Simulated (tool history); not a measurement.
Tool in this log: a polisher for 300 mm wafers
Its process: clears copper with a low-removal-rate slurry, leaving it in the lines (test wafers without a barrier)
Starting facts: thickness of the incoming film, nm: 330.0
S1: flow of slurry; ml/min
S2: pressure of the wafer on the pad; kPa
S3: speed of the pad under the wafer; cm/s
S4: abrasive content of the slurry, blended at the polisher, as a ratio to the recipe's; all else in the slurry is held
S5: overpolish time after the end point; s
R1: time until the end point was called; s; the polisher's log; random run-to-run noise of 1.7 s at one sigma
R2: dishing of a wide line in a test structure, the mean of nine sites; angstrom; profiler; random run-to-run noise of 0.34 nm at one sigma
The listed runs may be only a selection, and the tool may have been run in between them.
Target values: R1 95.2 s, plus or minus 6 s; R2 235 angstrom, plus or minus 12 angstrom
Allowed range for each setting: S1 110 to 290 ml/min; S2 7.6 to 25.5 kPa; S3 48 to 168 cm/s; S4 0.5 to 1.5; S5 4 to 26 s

run,hour,S1,S2,S3,S4,S5,R1,R2
1,0,185,16.5,108,1,13,120.8,171.96
2,5.5,160,16.5,108,1,13,125.05,174.94
3,14.2,160,16.5,124,1,13,108.49,187.7
4,20,160,16.5,140,1,13,94.311,196.18
5,28.9,200,16.5,140,1,13,89.673,201.69
6,37.5,195,16.5,140,1,14,90.454,212.43
7,41.2,195,16.5,140,1,15,94.388,211.74
8,49.8,195,16.5,140,1,16,91.716,220.72

Which of these 5 next moves meets every target?
A,58.4,205,17.2,132,1,20,?,?
B,58.4,205,18.6,128,1.35,17,?,?
C,58.4,210,16.5,136,0.9,13,?,?
D,58.4,200,14.5,148,1.25,15,?,?
E,58.4,220,15.9,152,0.95,12,?,?

move,R1,R2
A,93.392,241.57
B,83.355,238.94
C,96.329,200.3
D,93.993,214.72
E,88.35,200.52
A: every result within its allowed miss
B: brings the result that was furthest off to its target, and leaves another outside
C: the biggest miss grows against the last run
D: the biggest miss grows against the last run
E: the biggest miss grows against the last run
Correct choice: A, which meets every target
